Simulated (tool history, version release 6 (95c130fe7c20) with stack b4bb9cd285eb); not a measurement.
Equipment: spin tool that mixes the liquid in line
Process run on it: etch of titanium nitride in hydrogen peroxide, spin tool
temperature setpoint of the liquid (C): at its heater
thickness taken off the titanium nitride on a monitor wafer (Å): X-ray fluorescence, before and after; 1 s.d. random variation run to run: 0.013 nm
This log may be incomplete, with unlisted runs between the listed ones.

run  hour  temperature setpoint of the liquid (C)  concentration of hydrogen peroxide in the mixed liquid (% by weight)  time under the liquid (s)  thickness taken off the titanium nitride on a monitor wafer (Å)
  1   0.0                                    46.0                                                                    22                         55                                                           35.936
  2   5.2                                    46.0                                                                    22                         55                                                           35.116
  3   8.5                                    43.5                                                                    22                         55                                                           29.555
  4   9.5                                    41.5                                                                    22                         55                                                           25.175
  5  13.4                                    41.5                                                                    22                         55                                                           24.871
  6  21.5                                    40.0                                                                    22                         55                                                           22.931
  7  24.3                                    38.5                                                                    22                         55                                                           20.044
  8  25.8                                    37.5                                                                    22                         55                                                           18.915

Run 9, settings as shown, results not yet in. Your forecast:
  9  29.5                                    37.5                                                                    22                         55                                                                ?

{"run 9": {"thickness taken off the titanium nitride on a monitor wafer (Å)": 18.41}}
